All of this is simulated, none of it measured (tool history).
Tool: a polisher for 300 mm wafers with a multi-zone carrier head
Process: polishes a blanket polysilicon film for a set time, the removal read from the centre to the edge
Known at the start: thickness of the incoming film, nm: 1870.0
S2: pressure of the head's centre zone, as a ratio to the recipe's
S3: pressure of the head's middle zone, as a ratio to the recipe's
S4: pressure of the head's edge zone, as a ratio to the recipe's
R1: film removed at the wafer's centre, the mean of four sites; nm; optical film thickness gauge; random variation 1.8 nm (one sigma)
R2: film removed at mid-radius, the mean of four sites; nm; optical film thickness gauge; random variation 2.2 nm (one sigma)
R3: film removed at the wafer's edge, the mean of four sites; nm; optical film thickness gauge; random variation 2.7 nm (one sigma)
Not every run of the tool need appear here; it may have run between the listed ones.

{"run": 1, "hour": 0.0, "flow of slurry (ml/min)": 320, "S2": 1, "S3": 1, "S4": 1, "polishing time (s)": 73, "R1": 555.66, "R2": 525.45, "R3": 545.62}
{"run": 2, "hour": 8.2, "flow of slurry (ml/min)": 320, "S2": 1, "S3": 1, "S4": 0.93, "polishing time (s)": 73, "R1": 567.7, "R2": 525.01, "R3": 532.36}
{"run": 3, "hour": 10.9, "flow of slurry (ml/min)": 320, "S2": 1.06, "S3": 1, "S4": 0.93, "polishing time (s)": 73, "R1": 592.56, "R2": 520.99, "R3": 517.7}
{"run": 4, "hour": 18.7, "flow of slurry (ml/min)": 310, "S2": 1.02, "S3": 0.97, "S4": 0.93, "polishing time (s)": 66, "R1": 515.54, "R2": 465.49, "R3": 474.57}
{"run": 5, "hour": 26.1, "flow of slurry (ml/min)": 240, "S2": 1.02, "S3": 0.97, "S4": 0.93, "polishing time (s)": 66, "R1": 500.89, "R2": 451.07, "R3": 464.5}
{"run": 6, "hour": 33.7, "flow of slurry (ml/min)": 240, "S2": 1.02, "S3": 0.97, "S4": 0.93, "polishing time (s)": 76, "R1": 569.09, "R2": 515.86, "R3": 536.49}
{"run": 7, "hour": 37.6, "flow of slurry (ml/min)": 235, "S2": 1, "S3": 0.94, "S4": 0.95, "polishing time (s)": 69, "R1": 510.17, "R2": 458.7, "R3": 488.96}
{"run": 8, "hour": 39.7, "flow of slurry (ml/min)": 225, "S2": 0.98, "S3": 0.92, "S4": 0.98, "polishing time (s)": 63, "R1": 454.46, "R2": 403.05, "R3": 450.02}
{"run": 9, "hour": 42.5, "flow of slurry (ml/min)": 220, "S2": 0.95, "S3": 0.9, "S4": 0.98, "polishing time (s)": 59, "R1": 411.26, "R2": 376.06, "R3": 422.58}
{"run": 10, "hour": 45.0, "flow of slurry (ml/min)": 215, "S2": 0.93, "S3": 0.88, "S4": 0.99, "polishing time (s)": 56, "R1": 380.41, "R2": 348.69, "R3": 404.11}
{"run": 11, "hour": 50.3, "flow of slurry (ml/min)": 210, "S2": 0.92, "S3": 0.87, "S4": 0.99, "polishing time (s)": 54, "R1": 359.72, "R2": 329.1, "R3": 383.44}

Run 12 comes next. What will it give?
{"run": 12, "hour": 51.9, "flow of slurry (ml/min)": 190, "S2": 0.84, "S3": 0.81, "S4": 1.03, "polishing time (s)": 45, "R1": "?", "R2": "?", "R3": "?"}

{"run 12": {"R1": 266.9, "R2": 251.44, "R3": 325.54}}
